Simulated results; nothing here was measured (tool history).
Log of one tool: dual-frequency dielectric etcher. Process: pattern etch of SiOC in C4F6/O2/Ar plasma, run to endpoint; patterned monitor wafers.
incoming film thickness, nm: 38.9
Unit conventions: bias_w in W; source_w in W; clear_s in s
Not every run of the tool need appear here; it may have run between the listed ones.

Run 1, hour 0.0: bias_w 441 W, source_w 350 W. Result: clear_s 14.754 s.
Run 2, hour 3.6: bias_w 441 W, source_w 390 W. Result: clear_s 14.334 s.
Run 3, hour 5.1: bias_w 391 W, source_w 370 W. Result: clear_s 15.161 s.
Run 4, hour 6.3: bias_w 313 W, source_w 370 W. Result: clear_s 16.821 s.
Run 5, hour 14.3: bias_w 365 W, source_w 370 W. Result: clear_s 15.574 s.
Run 6, hour 22.6: bias_w 337 W, source_w 360 W. Result: clear_s 16.391 s.

Expected results for the next run?
Run 7, hour 28.0: bias_w 337 W, source_w 360 W. Result: clear_s ?.

{"run 7": {"clear_s": 16.427}}
